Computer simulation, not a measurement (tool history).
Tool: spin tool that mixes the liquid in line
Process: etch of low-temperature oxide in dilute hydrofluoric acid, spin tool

run,hour,temperature setpoint of the liquid (K),parts of water to one part of 49 % hydrofluoric acid (parts by volume),time under the liquid (s),thickness taken off the low-temperature oxide on a monitor wafer (nm)
1,0,295.15,110,305,57.402
2,2.8,295.15,140,305,43.66
3,5.5,297.65,125,305,55.201
4,6.4,297.65,95,305,74.186
5,10.9,299.15,95,305,79.316
6,18.2,301.15,95,305,86.449
7,20.8,301.65,95,305,88.836

Run 8 comes next. What will it give?
8,27.3,302.15,95,305,?

{"run 8": {"thickness taken off the low-temperature oxide on a monitor wafer (nm)": 88.504}}
